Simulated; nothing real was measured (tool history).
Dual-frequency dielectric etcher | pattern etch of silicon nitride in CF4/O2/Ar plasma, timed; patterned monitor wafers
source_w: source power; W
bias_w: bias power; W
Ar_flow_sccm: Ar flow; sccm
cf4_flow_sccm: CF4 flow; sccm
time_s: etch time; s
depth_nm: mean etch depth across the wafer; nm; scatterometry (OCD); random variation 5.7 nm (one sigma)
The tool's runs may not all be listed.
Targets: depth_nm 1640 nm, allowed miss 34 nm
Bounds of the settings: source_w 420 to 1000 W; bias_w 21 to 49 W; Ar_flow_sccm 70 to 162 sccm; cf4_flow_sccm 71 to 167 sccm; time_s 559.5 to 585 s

run 1 day=0 | source_w=710 bias_w=35 Ar_flow_sccm=116 cf4_flow_sccm=119 time_s=559.5 | depth_nm=1113.1
run 2 day=0.171 | source_w=770 bias_w=36 Ar_flow_sccm=115 cf4_flow_sccm=119 time_s=559.5 | depth_nm=1198.5
run 3 day=0.538 | source_w=820 bias_w=37 Ar_flow_sccm=114 cf4_flow_sccm=120 time_s=560 | depth_nm=1284.2
run 4 day=0.625 | source_w=820 bias_w=37 Ar_flow_sccm=114 cf4_flow_sccm=120 time_s=559.5 | depth_nm=1284.5
-- day=0.792 wet clean of the chamber
run 5 day=0.792 | source_w=820 bias_w=37 Ar_flow_sccm=114 cf4_flow_sccm=120 time_s=559.5 | depth_nm=1343.6
run 6 day=0.854 | source_w=850 bias_w=37 Ar_flow_sccm=114 cf4_flow_sccm=120 time_s=559.5 | depth_nm=1383.3
run 7 day=0.996 | source_w=870 bias_w=37 Ar_flow_sccm=114 cf4_flow_sccm=120 time_s=559.5 | depth_nm=1415.2
run 8 day=1.033 | source_w=870 bias_w=37 Ar_flow_sccm=114 cf4_flow_sccm=120 time_s=559.5 | depth_nm=1415.3
run 9 day=1.083 | source_w=1000 bias_w=38 Ar_flow_sccm=114 cf4_flow_sccm=120 time_s=559.5 | depth_nm=1602.2

Which of these 4 next moves meets every target?
run A day=1.133 | source_w=1000 bias_w=34 Ar_flow_sccm=121 cf4_flow_sccm=130 time_s=559.5 | depth_nm=?
run B day=1.133 | source_w=980 bias_w=36 Ar_flow_sccm=117 cf4_flow_sccm=103 time_s=566.5 | depth_nm=?
run C day=1.133 | source_w=990 bias_w=39 Ar_flow_sccm=116 cf4_flow_sccm=109 time_s=585 | depth_nm=?
run D day=1.133 | source_w=950 bias_w=37 Ar_flow_sccm=113 cf4_flow_sccm=116 time_s=567.5 | depth_nm=?

move=A depth_nm=1538.1
move=B depth_nm=1517.4
move=C depth_nm=1636.6
move=D depth_nm=1529.8
A: further off than the last run
B: further off than the last run
C: meets every target
D: further off than the last run
The right move is C.
